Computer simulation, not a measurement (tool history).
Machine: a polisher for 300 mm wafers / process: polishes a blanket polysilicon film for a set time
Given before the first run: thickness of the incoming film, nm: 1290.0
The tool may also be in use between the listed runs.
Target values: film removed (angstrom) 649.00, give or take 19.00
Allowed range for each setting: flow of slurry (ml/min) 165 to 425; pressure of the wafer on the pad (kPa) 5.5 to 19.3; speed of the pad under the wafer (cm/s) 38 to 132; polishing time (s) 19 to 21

run	hour	flow of slurry (ml/min)	pressure of the wafer on the pad (kPa)	speed of the pad under the wafer (cm/s)	polishing time (s)	film removed (angstrom)
1	0.0	275	12.4	84	21	804.35
2	5.1	275	15.2	84	21	969.86
3	11.4	230	15.2	84	21	961.50
4	13.4	280	15.2	84	21	972.03
5	15.6	280	13.1	84	21	865.69
6	23.0	270	11.7	84	21	776.77
7	29.4	270	11.0	84	21	739.81
8	38.4	270	10.3	84	21	703.18
9	46.6	265	9.0	84	21	606.71
10	50.6	280	9.0	84	21	613.84

Below are 4 possible settings for the next run. Only one of them brings all results inside the allowed miss of their targets. Which is it?
A	54.6	275	11.0	74	21	?
B	54.6	205	10.3	96	19	?
C	54.6	295	10.3	86	21	?
D	54.6	320	9.0	78	20	?

move	film removed (angstrom)
A	653.91
B	695.37
C	720.10
D	556.12
A: all results in spec
B: moves the result that the last run missed by most past its target, out the other side
C: moves the result that the last run missed by most past its target, out the other side
D: moves away from the targets compared with the last run
So the answer is move A, the one that meets all the targets.

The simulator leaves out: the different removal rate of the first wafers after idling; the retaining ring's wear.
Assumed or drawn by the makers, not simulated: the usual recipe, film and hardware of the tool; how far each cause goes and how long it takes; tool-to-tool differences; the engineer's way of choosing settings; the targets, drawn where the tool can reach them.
